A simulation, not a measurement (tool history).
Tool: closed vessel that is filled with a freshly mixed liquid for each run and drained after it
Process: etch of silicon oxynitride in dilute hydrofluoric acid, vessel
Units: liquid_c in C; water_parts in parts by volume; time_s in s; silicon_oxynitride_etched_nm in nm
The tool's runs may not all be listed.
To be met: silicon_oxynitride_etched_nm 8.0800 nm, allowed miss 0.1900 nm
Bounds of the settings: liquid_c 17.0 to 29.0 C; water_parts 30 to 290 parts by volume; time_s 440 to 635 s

run,hour,liquid_c,water_parts,time_s,silicon_oxynitride_etched_nm
1,0.0,21.0,160,635,4.7314
2,4.6,21.0,160,635,4.8001
3,11.1,21.0,125,635,6.2515
4,14.8,22.5,125,635,6.7044
5,20.3,22.5,125,635,6.6722
6,23.8,23.5,125,635,7.0670
7,29.9,24.0,125,635,7.1746
8,38.1,24.5,125,635,7.4432
9,40.2,25.0,125,635,7.5906
10,46.7,25.5,125,635,7.7154
11,55.3,25.5,125,635,7.7288

5 next moves are on the table. One of them brings every result within its allowed miss. Which?
A,63.9,23.5,120,635,?
B,63.9,28.5,155,635,?
C,63.9,28.0,130,615,?
D,63.9,28.5,120,480,?
E,63.9,24.5,90,440,?

move,silicon_oxynitride_etched_nm
A,7.3586
B,6.9354
C,8.0149
D,6.9953
E,7.3061
A: further off than the last run
B: further off than the last run
C: meets every target
D: further off than the last run
E: further off than the last run
Move C is the one to make.
